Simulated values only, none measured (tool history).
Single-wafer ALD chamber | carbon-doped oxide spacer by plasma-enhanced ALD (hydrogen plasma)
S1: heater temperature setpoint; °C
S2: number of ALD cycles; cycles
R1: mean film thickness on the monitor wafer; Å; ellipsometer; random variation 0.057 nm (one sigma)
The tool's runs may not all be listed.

run,day,S1,S2,R1
1,0,395,453,245.62
2,0.188,395,474,256.26
3,0.329,399,474,257.34
4,0.662,399,428,232.37
5,0.921,399,377,204.95
6,1.175,404,377,204.55
7,1.392,404,420,228.4
8,1.658,404,448,243.87
9,1.867,404,468,254.27
10,2.175,404,483,261.62

The next listed run, before its measurement:
11,2.475,404,495,?

{"run 11": {"R1": 268.33}}

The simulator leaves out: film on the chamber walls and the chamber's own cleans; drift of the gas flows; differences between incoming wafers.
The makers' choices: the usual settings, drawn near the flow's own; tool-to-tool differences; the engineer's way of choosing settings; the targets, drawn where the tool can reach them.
